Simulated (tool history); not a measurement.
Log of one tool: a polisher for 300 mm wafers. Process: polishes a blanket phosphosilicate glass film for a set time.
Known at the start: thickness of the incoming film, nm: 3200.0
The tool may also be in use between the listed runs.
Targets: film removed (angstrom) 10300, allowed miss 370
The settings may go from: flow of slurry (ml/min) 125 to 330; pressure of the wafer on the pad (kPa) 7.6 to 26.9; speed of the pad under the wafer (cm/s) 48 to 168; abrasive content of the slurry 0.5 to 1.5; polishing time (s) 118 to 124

| run | hour | flow of slurry (ml/min) | pressure of the wafer on the pad (kPa) | speed of the pad under the wafer (cm/s) | abrasive content of the slurry | polishing time (s) | film removed (angstrom) |
|---|---|---|---|---|---|---|---|
| 1 | 0 | 210 | 17.2 | 108 | 1 | 118 | 7822.8 |
| 2 | 6.9 | 210 | 17.2 | 108 | 1.1 | 118 | 8004.4 |
| 3 | 8.1 | 210 | 15.9 | 108 | 1.1 | 118 | 7366.3 |
| 4 | 14 | 210 | 20 | 108 | 1.1 | 118 | 8873 |
| 5 | 21 | 255 | 20 | 108 | 1.1 | 118 | 9150.7 |
| 6 | 29.1 | 255 | 20 | 108 | 1 | 118 | 8880.4 |
| 7 | 33.5 | 255 | 20.7 | 108 | 1 | 118 | 9048.1 |
| 8 | 37.6 | 255 | 20.7 | 108 | 1 | 118 | 9129.2 |
| 9 | 45.4 | 255 | 21.4 | 108 | 1 | 118 | 9309.9 |
| 10 | 52.5 | 255 | 22.1 | 108 | 1 | 118 | 9555.4 |
| 11 | 61.4 | 255 | 22.8 | 108 | 1 | 118 | 9759.1 |

4 next moves are on the table. One of them brings every result within its allowed miss. Which?
| A | 70.3 | 290 | 26.9 | 100 | 0.95 | 118 | ? |
| B | 70.3 | 275 | 26.2 | 90 | 0.95 | 118 | ? |
| C | 70.3 | 235 | 23.4 | 98 | 1.1 | 120 | ? |
| D | 70.3 | 305 | 16.5 | 120 | 1.2 | 124 | ? |

| move | film removed (angstrom) |
|---|---|
| A | 10420 |
| B | 9358.8 |
| C | 9627.3 |
| D | 9432 |
A: meets every target
B: further off than the last run
C: further off than the last run
D: further off than the last run
Answer: A

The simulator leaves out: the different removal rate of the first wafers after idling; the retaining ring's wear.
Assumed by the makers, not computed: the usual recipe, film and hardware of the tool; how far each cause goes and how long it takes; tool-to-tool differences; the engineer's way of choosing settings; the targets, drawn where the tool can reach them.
